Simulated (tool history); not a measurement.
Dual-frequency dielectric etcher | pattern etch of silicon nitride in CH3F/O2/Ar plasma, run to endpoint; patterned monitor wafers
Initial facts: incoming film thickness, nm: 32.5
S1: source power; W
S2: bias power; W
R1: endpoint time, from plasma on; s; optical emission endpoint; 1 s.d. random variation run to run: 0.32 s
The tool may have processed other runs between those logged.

run,hour,S1,S2,R1
1,0.0,310,57,50.219
2,6.5,290,56,51.532
3,13.3,290,52,53.052
4,18.7,280,51,53.505
5,22.5,300,51,52.750
6,25.4,280,50,53.906
7,31.8,270,49,54.875

For run 8, what comes out?
8,34.8,270,49,?

{"run 8": {"R1": 54.666}}
